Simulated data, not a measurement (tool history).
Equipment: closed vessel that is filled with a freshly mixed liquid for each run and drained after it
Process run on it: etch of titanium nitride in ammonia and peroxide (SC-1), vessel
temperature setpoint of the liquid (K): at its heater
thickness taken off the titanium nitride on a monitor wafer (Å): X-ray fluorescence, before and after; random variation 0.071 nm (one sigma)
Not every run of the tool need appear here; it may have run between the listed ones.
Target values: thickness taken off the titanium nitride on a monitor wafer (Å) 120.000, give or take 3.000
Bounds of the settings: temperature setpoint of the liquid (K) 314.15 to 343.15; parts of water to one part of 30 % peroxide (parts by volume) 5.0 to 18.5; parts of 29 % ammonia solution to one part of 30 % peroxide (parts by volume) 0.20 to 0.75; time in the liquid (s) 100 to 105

run  hour  temperature setpoint of the liquid (K)  parts of water to one part of 30 % peroxide (parts by volume)  parts of 29 % ammonia solution to one part of 30 % peroxide (parts by volume)  time in the liquid (s)  thickness taken off the titanium nitride on a monitor wafer (Å)
  1   0.0                                  330.15                                                           10.5                                                                           0.45                     100                                                           82.434
  2   1.5                                  330.15                                                           10.5                                                                           0.45                     105                                                           86.801
  3   8.0                                  326.15                                                           10.5                                                                           0.45                     105                                                           65.941
  4  13.6                                  328.15                                                           10.5                                                                           0.45                     105                                                           76.244
  5  18.1                                  329.65                                                           10.5                                                                           0.45                     105                                                           83.317
  6  19.9                                  331.15                                                           10.5                                                                           0.45                     105                                                           92.789
  7  22.2                                  332.15                                                           10.5                                                                           0.45                     105                                                           98.540
  8  26.3                                  333.15                                                           10.5                                                                           0.45                     105                                                          105.600
  9  35.6                                  333.15                                                           10.5                                                                           0.45                     105                                                          106.470
 10  44.8                                  333.65                                                           10.5                                                                           0.45                     105                                                          109.230

Next run, 4 choices. One meets every target within its allowed miss, the rest don't. Which?
  A  54.0                                  333.15                                                            9.0                                                                           0.40                     105                                                                ?
  B  54.0                                  335.15                                                           10.0                                                                           0.40                     105                                                                ?
  C  54.0                                  336.15                                                           11.5                                                                           0.30                     105                                                                ?
  D  54.0                                  331.15                                                            7.5                                                                           0.65                     100                                                                ?

move  thickness taken off the titanium nitride on a monitor wafer (Å)
   A                                                          112.060
   B                                                          120.820
   C                                                          113.500
   D                                                          111.300
A: gains on the last run, yet a result remains outside its allowed miss
B: hits every target within its allowed miss
C: gains on the last run, yet a result remains outside its allowed miss
D: gains on the last run, yet a result remains outside its allowed miss
Correct choice: B, which meets every target
